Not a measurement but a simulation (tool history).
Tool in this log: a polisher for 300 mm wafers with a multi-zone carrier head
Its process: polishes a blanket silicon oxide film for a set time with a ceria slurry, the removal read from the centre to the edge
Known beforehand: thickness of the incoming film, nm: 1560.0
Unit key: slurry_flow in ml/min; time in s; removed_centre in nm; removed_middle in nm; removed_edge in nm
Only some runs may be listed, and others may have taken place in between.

{"run": 1, "hour": 0.0, "slurry_flow": 265, "centre_zone": 1, "middle_zone": 1, "edge_zone": 1, "time": 69, "removed_centre": 318.84, "removed_middle": 317.72, "removed_edge": 333.64}
{"run": 2, "hour": 1.3, "slurry_flow": 265, "centre_zone": 1, "middle_zone": 1, "edge_zone": 0.95, "time": 69, "removed_centre": 322.26, "removed_middle": 322.46, "removed_edge": 322.53}
{"run": 3, "hour": 7.9, "slurry_flow": 265, "centre_zone": 1, "middle_zone": 0.97, "edge_zone": 0.95, "time": 69, "removed_centre": 323.86, "removed_middle": 314.53, "removed_edge": 324.65}
{"run": 4, "hour": 13.4, "slurry_flow": 265, "centre_zone": 1, "middle_zone": 0.97, "edge_zone": 0.95, "time": 55, "removed_centre": 258.28, "removed_middle": 247.21, "removed_edge": 254.92}
{"run": 5, "hour": 16.3, "slurry_flow": 275, "centre_zone": 1.01, "middle_zone": 1.02, "edge_zone": 0.95, "time": 56, "removed_centre": 266.66, "removed_middle": 266.4, "removed_edge": 266.54}
{"run": 6, "hour": 25.0, "slurry_flow": 290, "centre_zone": 1.02, "middle_zone": 1.05, "edge_zone": 0.93, "time": 56, "removed_centre": 274.35, "removed_middle": 277.57, "removed_edge": 261.41}

Estimate the outcome of run 7 from the log above:
{"run": 7, "hour": 26.2, "slurry_flow": 300, "centre_zone": 1.02, "middle_zone": 1.07, "edge_zone": 0.94, "time": 56, "removed_centre": "?", "removed_middle": "?", "removed_edge": "?"}

removed_centre: 276.04 nm
removed_middle: 276 nm
removed_edge: 259.36 nm

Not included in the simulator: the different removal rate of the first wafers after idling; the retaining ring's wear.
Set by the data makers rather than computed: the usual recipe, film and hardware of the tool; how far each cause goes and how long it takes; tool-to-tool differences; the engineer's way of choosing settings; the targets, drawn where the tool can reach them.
